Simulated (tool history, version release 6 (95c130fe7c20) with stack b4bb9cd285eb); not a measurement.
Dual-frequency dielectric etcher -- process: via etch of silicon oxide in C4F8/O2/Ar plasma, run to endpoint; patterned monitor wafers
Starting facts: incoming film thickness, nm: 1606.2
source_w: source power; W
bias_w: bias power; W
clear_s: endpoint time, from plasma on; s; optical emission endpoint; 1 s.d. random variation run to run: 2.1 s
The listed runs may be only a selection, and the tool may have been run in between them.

run,day,source_w,bias_w,clear_s
1,0,2530,2553,287.23
2,0.142,2930,2553,266.83
3,0.367,2930,2108,281.38
4,0.475,2930,2464,267.69
# day 0.517: source power generator calibrated
5,0.517,2730,2464,268.48
6,0.662,2730,2795,266.44
7,0.712,2860,2852,258.51
8,0.867,2960,2893,252.7

For run 9, what comes out?
9,1.108,3030,2922,?

{"run 9": {"clear_s": 251.19}}
